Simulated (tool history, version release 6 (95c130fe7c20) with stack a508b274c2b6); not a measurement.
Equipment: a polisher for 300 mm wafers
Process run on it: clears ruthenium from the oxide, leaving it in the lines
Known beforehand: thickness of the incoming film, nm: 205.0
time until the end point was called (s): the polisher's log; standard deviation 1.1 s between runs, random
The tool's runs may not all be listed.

| run | hour | flow of slurry (ml/min) | pressure of the wafer on the pad (psi) | speed of the pad under the wafer (m/s) | overpolish time after the end point (s) | time until the end point was called (s) |
|---|---|---|---|---|---|---|
| 1 | 0 | 210 | 2.8 | 1.06 | 34 | 108.27 |
| 2 | 6.3 | 210 | 2.5 | 1.06 | 34 | 117.83 |
| 3 | 9.5 | 210 | 2.7 | 1.06 | 34 | 112.19 |
| 4 | 15.5 | 210 | 2.7 | 1.06 | 34 | 110.39 |
| 5 | 22.4 | 210 | 2.7 | 1.06 | 37 | 114.37 |
| 6 | 28 | 210 | 2.7 | 0.88 | 37 | 130.16 |
| 7 | 32.1 | 210 | 2.9 | 0.88 | 37 | 127.34 |
| 8 | 33.3 | 210 | 3.1 | 0.9 | 37 | 115.41 |

Predict the results of run 9:
| 9 | 37.4 | 210 | 3.3 | 0.9 | 37 | ? |

time until the end point was called (s): 111.77
